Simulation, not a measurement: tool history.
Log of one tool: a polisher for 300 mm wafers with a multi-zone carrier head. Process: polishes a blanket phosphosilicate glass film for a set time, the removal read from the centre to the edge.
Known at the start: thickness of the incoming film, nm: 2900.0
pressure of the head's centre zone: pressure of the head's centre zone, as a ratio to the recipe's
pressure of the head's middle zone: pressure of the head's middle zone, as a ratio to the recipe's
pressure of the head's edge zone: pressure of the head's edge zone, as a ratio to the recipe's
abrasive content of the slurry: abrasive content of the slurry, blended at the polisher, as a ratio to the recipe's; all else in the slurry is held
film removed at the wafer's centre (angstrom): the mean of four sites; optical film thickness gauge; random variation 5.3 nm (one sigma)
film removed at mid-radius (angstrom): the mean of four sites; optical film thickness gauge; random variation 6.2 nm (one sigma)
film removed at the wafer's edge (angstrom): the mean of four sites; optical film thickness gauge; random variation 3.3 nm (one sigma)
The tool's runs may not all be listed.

run	hour	flow of slurry (ml/min)	pressure of the head's centre zone	pressure of the head's middle zone	pressure of the head's edge zone	abrasive content of the slurry	polishing time (s)	film removed at the wafer's centre (angstrom)	film removed at mid-radius (angstrom)	film removed at the wafer's edge (angstrom)
1	0	240	1	1	1	1	35	4240.5	4179.8	4256.5
2	5.7	250	1	1.02	1.03	1.05	35	4372.2	4366.5	4398.1
3	12.7	250	1	1.02	1.03	1.05	28	3413.3	3460.3	3562.4
4	15.6	250	1	1.02	1.03	1.05	22	2732.1	2798.1	2770.9
5	17.2	260	1	1.04	1.05	1.1	23	2933.3	3056.8	3015.9
6	19	260	1	0.97	1.05	1.1	23	2926.4	2836.5	3047.1
7	20.6	265	1	1	1.07	1.15	24	3114.5	3148.5	3304.5
8	25.1	275	1.01	1.02	1.09	1.2	25	3493.5	3419.6	3549
9	31.9	275	1	1.04	1.1	1.25	26	3655.1	3707.4	3750.2
10	38.6	275	0.99	1.05	1.11	1.3	27	3845.1	3974.1	4041.9
11	45.3	280	0.99	1.06	1.12	1.35	28	3981.6	4282.5	4281.1
12	48.7	285	0.99	1.07	1.13	1.35	28	3988	4143.3	4285.7
13	53.5	280	0.99	1.08	1.13	1.35	29	4200.1	4431.1	4442.7

Forecast run 14:
14	61.4	280	0.99	1.09	1.14	1.35	29	?	?	?

Run 14 gave film removed at the wafer's centre (angstrom) 4065.2, film removed at mid-radius (angstrom) 4473.2, film removed at the wafer's edge (angstrom) 4465.5.

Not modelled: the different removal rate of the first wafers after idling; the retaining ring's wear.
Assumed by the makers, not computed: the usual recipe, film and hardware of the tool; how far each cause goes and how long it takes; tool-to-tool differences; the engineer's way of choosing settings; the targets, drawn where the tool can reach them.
